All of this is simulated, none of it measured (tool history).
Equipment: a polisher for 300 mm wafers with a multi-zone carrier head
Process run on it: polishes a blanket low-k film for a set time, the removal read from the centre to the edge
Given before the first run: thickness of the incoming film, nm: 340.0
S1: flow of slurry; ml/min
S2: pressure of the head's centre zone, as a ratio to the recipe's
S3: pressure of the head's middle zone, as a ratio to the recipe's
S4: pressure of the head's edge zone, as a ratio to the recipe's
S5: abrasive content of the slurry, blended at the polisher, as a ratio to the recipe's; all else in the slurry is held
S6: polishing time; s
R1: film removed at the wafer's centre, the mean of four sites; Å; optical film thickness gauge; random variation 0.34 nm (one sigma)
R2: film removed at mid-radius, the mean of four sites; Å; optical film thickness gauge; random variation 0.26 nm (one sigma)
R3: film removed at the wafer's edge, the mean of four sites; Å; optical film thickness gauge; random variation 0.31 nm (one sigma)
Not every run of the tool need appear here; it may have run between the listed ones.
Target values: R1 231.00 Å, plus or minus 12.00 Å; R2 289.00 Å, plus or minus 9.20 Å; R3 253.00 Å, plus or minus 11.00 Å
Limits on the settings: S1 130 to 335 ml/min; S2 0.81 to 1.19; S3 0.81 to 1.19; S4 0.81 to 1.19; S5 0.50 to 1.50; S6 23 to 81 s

run	day	S1	S2	S3	S4	S5	S6	R1	R2	R3
1	0.000	215	1.00	1.00	1.00	1.00	52	242.22	240.29	248.65
2	0.225	215	1.00	0.97	1.00	1.00	52	244.17	230.72	250.99
3	0.388	215	1.00	0.97	1.00	0.90	52	230.05	220.48	234.62
4	0.617	170	1.00	0.97	1.00	0.90	52	219.86	213.74	227.90
5	0.642	170	0.91	0.97	1.00	0.90	52	195.65	208.01	224.59
6	0.979	185	0.92	1.01	1.01	0.90	52	204.82	223.16	229.73
7	1.196	200	0.92	1.04	1.02	0.90	52	209.05	229.64	231.59
8	1.342	210	0.91	1.07	1.02	0.90	52	205.06	237.62	230.29
9	1.633	220	0.91	1.09	1.03	0.90	52	212.06	243.57	237.57
10	1.667	230	0.91	1.11	1.02	0.90	52	211.00	250.30	232.94
11	1.808	230	0.91	1.11	1.02	0.90	52	208.61	250.20	236.10
12	1.921	240	0.92	1.12	1.02	0.90	52	210.17	253.22	230.15
13	2.112	245	0.92	1.13	1.03	0.90	52	214.70	255.99	233.88
14	2.317	250	0.92	1.14	1.04	0.90	52	220.24	257.99	236.63

Exercise: of the 4 proposed moves below, exactly one satisfies all targets within the stated allowed misses. Which move is it?
A	2.521	240	0.92	1.06	1.19	1.00	49	?	?	?
B	2.521	210	0.86	0.99	1.02	1.05	51	?	?	?
C	2.521	210	0.94	0.94	1.19	1.10	47	?	?	?
D	2.521	255	0.94	1.19	1.05	0.80	60	?	?	?

move	R1	R2	R3
A	218.20	245.93	261.32
B	213.66	244.02	255.41
C	220.95	220.81	261.34
D	237.02	288.25	259.21
A: lands further from the targets than the last run did
B: lands further from the targets than the last run did
C: lands further from the targets than the last run did
D: meets every target
Correct choice: D, which meets every target
